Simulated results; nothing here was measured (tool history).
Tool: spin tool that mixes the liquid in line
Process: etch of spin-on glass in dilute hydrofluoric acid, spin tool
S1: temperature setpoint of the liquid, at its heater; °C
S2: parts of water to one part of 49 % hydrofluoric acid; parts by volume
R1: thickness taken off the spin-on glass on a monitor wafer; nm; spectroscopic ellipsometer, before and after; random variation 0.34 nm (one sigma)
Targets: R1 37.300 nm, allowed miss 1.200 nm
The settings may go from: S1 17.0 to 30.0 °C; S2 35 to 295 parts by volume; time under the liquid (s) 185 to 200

Run 1, hour 0.0: S1 22.0 °C, S2 165 parts by volume, time under the liquid (s) 185. Result: R1 50.290 nm.
Run 2, hour 6.0: S1 21.5 °C, S2 165 parts by volume, time under the liquid (s) 185. Result: R1 49.416 nm.
Run 3, hour 10.9: S1 21.5 °C, S2 165 parts by volume, time under the liquid (s) 185. Result: R1 49.958 nm.
Run 4, hour 18.7: S1 21.0 °C, S2 165 parts by volume, time under the liquid (s) 185. Result: R1 47.842 nm.
Run 5, hour 26.8: S1 20.5 °C, S2 165 parts by volume, time under the liquid (s) 185. Result: R1 47.197 nm.
Run 6, hour 32.0: S1 20.0 °C, S2 165 parts by volume, time under the liquid (s) 185. Result: R1 45.712 nm.
Run 7, hour 33.0: S1 19.5 °C, S2 165 parts by volume, time under the liquid (s) 185. Result: R1 44.915 nm.
Run 8, hour 40.4: S1 19.0 °C, S2 165 parts by volume, time under the liquid (s) 185. Result: R1 44.030 nm.
Run 9, hour 42.4: S1 18.0 °C, S2 170 parts by volume, time under the liquid (s) 185. Result: R1 40.274 nm.
Run 10, hour 47.7: S1 17.5 °C, S2 175 parts by volume, time under the liquid (s) 185. Result: R1 39.068 nm.

Which of these 4 next moves meets every target?
Run A, hour 53.0: S1 17.0 °C, S2 180 parts by volume, time under the liquid (s) 200. Result: R1 ?.
Run B, hour 53.0: S1 19.0 °C, S2 180 parts by volume, time under the liquid (s) 200. Result: R1 ?.
Run C, hour 53.0: S1 17.0 °C, S2 180 parts by volume, time under the liquid (s) 185. Result: R1 ?.
Run D, hour 53.0: S1 17.5 °C, S2 175 parts by volume, time under the liquid (s) 200. Result: R1 ?.

move      R1
   A  40.228
   B  43.570
   C  37.211
   D  42.418
A: further off than the last run
B: further off than the last run
C: meets every target
D: further off than the last run
Answer: C

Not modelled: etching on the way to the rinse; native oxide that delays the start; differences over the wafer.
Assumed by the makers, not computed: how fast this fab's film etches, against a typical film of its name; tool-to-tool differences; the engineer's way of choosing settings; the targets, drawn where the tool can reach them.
